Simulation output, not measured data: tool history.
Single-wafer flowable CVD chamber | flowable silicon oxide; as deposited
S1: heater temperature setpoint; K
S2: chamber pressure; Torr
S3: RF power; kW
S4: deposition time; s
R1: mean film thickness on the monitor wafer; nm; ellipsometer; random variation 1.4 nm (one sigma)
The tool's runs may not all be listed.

{"run": 1, "day": 0.0, "S1": 368.15, "S2": 0.708, "S3": 2.315, "S4": 1145, "R1": 700.6}
{"run": 2, "day": 0.046, "S1": 368.15, "S2": 0.8, "S3": 2.315, "S4": 1145, "R1": 790.96}
{"run": 3, "day": 0.204, "S1": 370.15, "S2": 0.799, "S3": 2.315, "S4": 1145, "R1": 738.23}
{"run": 4, "day": 0.392, "S1": 371.15, "S2": 0.799, "S3": 2.315, "S4": 1145, "R1": 712.47}
{"run": 5, "day": 0.683, "S1": 376.15, "S2": 0.799, "S3": 2.315, "S4": 1145, "R1": 602.99}
{"run": 6, "day": 0.733, "S1": 376.15, "S2": 0.888, "S3": 2.315, "S4": 1145, "R1": 667.9}
{"run": 7, "day": 0.879, "S1": 376.15, "S2": 0.888, "S3": 2.315, "S4": 1145, "R1": 668.08}

The next listed run, before its measurement:
{"run": 8, "day": 1.038, "S1": 385.15, "S2": 0.886, "S3": 2.315, "S4": 1145, "R1": "?"}

{"run 8": {"R1": 498.73}}

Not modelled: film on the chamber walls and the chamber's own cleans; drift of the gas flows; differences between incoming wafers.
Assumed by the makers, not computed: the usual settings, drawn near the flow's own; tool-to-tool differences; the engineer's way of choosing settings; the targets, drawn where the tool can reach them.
